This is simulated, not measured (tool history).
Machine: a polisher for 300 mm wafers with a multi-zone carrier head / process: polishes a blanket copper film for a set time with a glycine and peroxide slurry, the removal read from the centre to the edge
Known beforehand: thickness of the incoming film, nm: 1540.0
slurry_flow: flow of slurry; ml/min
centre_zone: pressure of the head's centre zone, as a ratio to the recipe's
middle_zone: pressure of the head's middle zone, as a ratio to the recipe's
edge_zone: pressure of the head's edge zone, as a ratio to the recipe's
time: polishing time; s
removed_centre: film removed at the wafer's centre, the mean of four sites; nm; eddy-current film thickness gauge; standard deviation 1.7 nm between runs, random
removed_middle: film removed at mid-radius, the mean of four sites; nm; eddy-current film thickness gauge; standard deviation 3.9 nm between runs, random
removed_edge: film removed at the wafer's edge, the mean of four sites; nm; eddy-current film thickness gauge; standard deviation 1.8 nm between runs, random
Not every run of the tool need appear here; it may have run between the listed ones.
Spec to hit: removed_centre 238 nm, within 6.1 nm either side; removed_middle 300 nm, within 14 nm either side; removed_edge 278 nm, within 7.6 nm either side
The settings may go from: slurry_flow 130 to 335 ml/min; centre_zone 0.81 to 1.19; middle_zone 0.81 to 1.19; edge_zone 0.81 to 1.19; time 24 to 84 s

run	day	slurry_flow	centre_zone	middle_zone	edge_zone	time	removed_centre	removed_middle	removed_edge
1	0	215	1	1	1	54	216.99	219.1	218.34
2	0.083	220	0.99	1.03	1.03	55	214.86	225.19	223.59
3	0.304	220	0.99	1.11	1.03	55	217.97	237.38	223.11
4	0.333	225	0.97	1.12	1.04	57	224.05	254.93	234.52
5	0.396	225	0.97	1.12	1.04	65	257.92	285.58	267.62
6	0.625	225	1.04	1.12	1.04	65	270.95	288.99	269.68
7	0.829	220	1.01	1.13	1.05	65	263.53	287.59	265.71
8	0.875	220	0.98	1.14	1.06	65	256.98	284.61	268.95
9	0.975	220	0.95	1.15	1.06	65	248.88	293.75	267.83
10	1.021	220	0.94	1.15	1.07	65	244.75	292.8	271.1

Which of these 4 next moves meets every target?
A	1.067	230	0.88	1.13	1.05	67	?	?	?
B	1.067	215	0.95	1.13	1.05	66	?	?	?
C	1.067	170	0.97	1.07	1.03	67	?	?	?
D	1.067	190	0.96	1.19	1.05	64	?	?	?

move	removed_centre	removed_middle	removed_edge
A	234.41	297.66	276.84
B	247.12	290.66	271
C	246.68	275.5	266.05
D	237.75	286.73	259.4
A: each result inside its tolerance
B: its largest miss is bigger than the last run's
C: its largest miss is bigger than the last run's
D: brings the result that was furthest off to its target, and leaves another outside
Answer: A
